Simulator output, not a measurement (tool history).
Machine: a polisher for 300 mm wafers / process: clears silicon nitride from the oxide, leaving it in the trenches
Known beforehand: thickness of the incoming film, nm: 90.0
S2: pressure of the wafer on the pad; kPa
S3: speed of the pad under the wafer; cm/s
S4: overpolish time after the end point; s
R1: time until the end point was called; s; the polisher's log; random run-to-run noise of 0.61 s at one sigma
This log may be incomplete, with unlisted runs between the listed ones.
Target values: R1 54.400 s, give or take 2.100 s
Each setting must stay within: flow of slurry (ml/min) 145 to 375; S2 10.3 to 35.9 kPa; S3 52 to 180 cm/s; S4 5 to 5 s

Run 1, hour 0.0: flow of slurry (ml/min) 240, S2 22.8 kPa, S3 116 cm/s, S4 5 s. Result: R1 83.983 s.
Run 2, hour 2.5: flow of slurry (ml/min) 240, S2 22.8 kPa, S3 116 cm/s, S4 5 s. Result: R1 84.035 s.
Run 3, hour 6.7: flow of slurry (ml/min) 240, S2 28.3 kPa, S3 116 cm/s, S4 5 s. Result: R1 68.640 s.
Run 4, hour 9.7: flow of slurry (ml/min) 240, S2 29.0 kPa, S3 116 cm/s, S4 5 s. Result: R1 66.823 s.
Run 5, hour 11.9: flow of slurry (ml/min) 240, S2 22.8 kPa, S3 116 cm/s, S4 5 s. Result: R1 85.689 s.
Run 6, hour 16.9: flow of slurry (ml/min) 240, S2 24.8 kPa, S3 116 cm/s, S4 5 s. Result: R1 77.073 s.
Run 7, hour 17.6: flow of slurry (ml/min) 240, S2 25.5 kPa, S3 116 cm/s, S4 5 s. Result: R1 76.958 s.
Run 8, hour 26.1: flow of slurry (ml/min) 240, S2 26.2 kPa, S3 116 cm/s, S4 5 s. Result: R1 74.795 s.
Run 9, hour 34.7: flow of slurry (ml/min) 240, S2 26.9 kPa, S3 116 cm/s, S4 5 s. Result: R1 71.161 s.
Run 10, hour 43.4: flow of slurry (ml/min) 240, S2 27.6 kPa, S3 116 cm/s, S4 5 s. Result: R1 68.314 s.
Run 11, hour 44.0: flow of slurry (ml/min) 240, S2 28.3 kPa, S3 116 cm/s, S4 5 s. Result: R1 69.816 s.
Run 12, hour 44.9: flow of slurry (ml/min) 240, S2 29.0 kPa, S3 116 cm/s, S4 5 s. Result: R1 66.452 s.
Run 13, hour 46.8: flow of slurry (ml/min) 240, S2 29.6 kPa, S3 116 cm/s, S4 5 s. Result: R1 65.368 s.
Run 14, hour 51.3: flow of slurry (ml/min) 240, S2 30.3 kPa, S3 116 cm/s, S4 5 s. Result: R1 63.597 s.
Run 15, hour 58.6: flow of slurry (ml/min) 240, S2 31.0 kPa, S3 116 cm/s, S4 5 s. Result: R1 62.606 s.
Run 16, hour 64.9: flow of slurry (ml/min) 240, S2 31.7 kPa, S3 116 cm/s, S4 5 s. Result: R1 61.256 s.
At hour 68.9: slurry nozzle cleaned.
Run 17, hour 68.9: flow of slurry (ml/min) 245, S2 35.2 kPa, S3 116 cm/s, S4 5 s. Result: R1 50.109 s.
Run 18, hour 73.2: flow of slurry (ml/min) 240, S2 35.2 kPa, S3 116 cm/s, S4 5 s. Result: R1 51.830 s.

Of the 5 settings listed for the next run, only one would bring every result within its allowed miss of target. Which one?
Run A, hour 77.5: flow of slurry (ml/min) 310, S2 35.9 kPa, S3 120 cm/s, S4 5 s. Result: R1 ?.
Run B, hour 77.5: flow of slurry (ml/min) 275, S2 31.7 kPa, S3 118 cm/s, S4 5 s. Result: R1 ?.
Run C, hour 77.5: flow of slurry (ml/min) 245, S2 35.9 kPa, S3 124 cm/s, S4 5 s. Result: R1 ?.
Run D, hour 77.5: flow of slurry (ml/min) 245, S2 35.9 kPa, S3 120 cm/s, S4 5 s. Result: R1 ?.
Run E, hour 77.5: flow of slurry (ml/min) 260, S2 35.9 kPa, S3 120 cm/s, S4 5 s. Result: R1 ?.

move      R1
   A  47.701
   B  55.271
   C  47.349
   D  48.882
   E  48.550
A: lands further from the targets than the last run did
B: each result inside its tolerance
C: lands further from the targets than the last run did
D: lands further from the targets than the last run did
E: lands further from the targets than the last run did
Go with B: it meets all targets.
